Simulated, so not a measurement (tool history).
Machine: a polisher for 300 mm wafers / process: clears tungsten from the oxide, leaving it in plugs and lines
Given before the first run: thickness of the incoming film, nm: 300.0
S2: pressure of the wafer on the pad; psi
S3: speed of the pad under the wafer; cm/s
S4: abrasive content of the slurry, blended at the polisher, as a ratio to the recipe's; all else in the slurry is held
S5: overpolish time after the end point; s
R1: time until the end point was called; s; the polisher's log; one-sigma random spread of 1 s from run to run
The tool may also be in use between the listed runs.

{"run": 1, "day": 0.0, "flow of slurry (ml/min)": 210, "S2": 2.5, "S3": 82, "S4": 1.0, "S5": 18, "R1": 92.714}
{"run": 2, "day": 0.25, "flow of slurry (ml/min)": 210, "S2": 2.7, "S3": 82, "S4": 1.0, "S5": 18, "R1": 87.769}
{"run": 3, "day": 0.458, "flow of slurry (ml/min)": 210, "S2": 2.9, "S3": 82, "S4": 1.0, "S5": 18, "R1": 82.41}
{"run": 4, "day": 0.812, "flow of slurry (ml/min)": 210, "S2": 2.9, "S3": 70, "S4": 1.0, "S5": 18, "R1": 98.111}
{"run": 5, "day": 0.942, "flow of slurry (ml/min)": 210, "S2": 3.3, "S3": 70, "S4": 1.0, "S5": 18, "R1": 89.442}
{"run": 6, "day": 1.096, "flow of slurry (ml/min)": 210, "S2": 3.5, "S3": 74, "S4": 1.0, "S5": 18, "R1": 80.069}

Run 7 comes next. What will it give?
{"run": 7, "day": 1.329, "flow of slurry (ml/min)": 210, "S2": 3.6, "S3": 76, "S4": 1.0, "S5": 18, "R1": "?"}

For run 7 the tool returned R1 76.321 s.

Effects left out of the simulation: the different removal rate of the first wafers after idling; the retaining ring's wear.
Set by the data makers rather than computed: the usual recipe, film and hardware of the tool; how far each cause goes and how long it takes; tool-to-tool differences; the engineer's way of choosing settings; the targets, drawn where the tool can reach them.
